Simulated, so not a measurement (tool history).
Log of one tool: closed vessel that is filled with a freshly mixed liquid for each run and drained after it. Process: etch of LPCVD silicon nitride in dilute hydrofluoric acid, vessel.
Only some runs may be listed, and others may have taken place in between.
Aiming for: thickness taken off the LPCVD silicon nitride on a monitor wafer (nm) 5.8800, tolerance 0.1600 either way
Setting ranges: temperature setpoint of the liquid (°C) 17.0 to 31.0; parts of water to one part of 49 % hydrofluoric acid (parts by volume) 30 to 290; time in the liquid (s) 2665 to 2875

run	day	temperature setpoint of the liquid (°C)	parts of water to one part of 49 % hydrofluoric acid (parts by volume)	time in the liquid (s)	thickness taken off the LPCVD silicon nitride on a monitor wafer (nm)
1	0.000	23.0	160	2665	7.8315
2	0.288	23.0	105	2665	11.8220
3	0.492	23.0	65	2665	18.9990
4	0.900	25.0	65	2665	21.6200
5	1.071	25.0	95	2665	14.8500
6	1.442	23.5	110	2665	11.6060
7	1.729	22.0	115	2665	10.2300
8	2.000	21.0	120	2665	8.9916
9	2.304	20.0	125	2665	8.1522
10	2.421	19.5	130	2665	7.6013
11	2.812	19.0	130	2665	7.2917
12	2.883	18.5	130	2665	7.0457
13	3.171	18.0	130	2665	6.7482
14	3.462	17.5	135	2665	6.4075
15	3.800	17.5	135	2665	6.3476

Exercise: of the 5 proposed moves below, exactly one satisfies all targets within the stated allowed misses. Which move is it?
A	4.138	17.0	155	2735	?
B	4.138	20.0	190	2700	?
C	4.138	17.0	160	2745	?
D	4.138	17.5	120	2705	?
E	4.138	17.0	150	2835	?

move	thickness taken off the LPCVD silicon nitride on a monitor wafer (nm)
A	5.5602
B	5.5144
C	5.4125
D	7.2869
E	5.9484
A: moves the result that the last run missed by most past its target, out the other side
B: moves the result that the last run missed by most past its target, out the other side
C: moves the result that the last run missed by most past its target, out the other side
D: the biggest miss grows against the last run
E: every result within its allowed miss
E is the move that brings every result within its allowed miss.
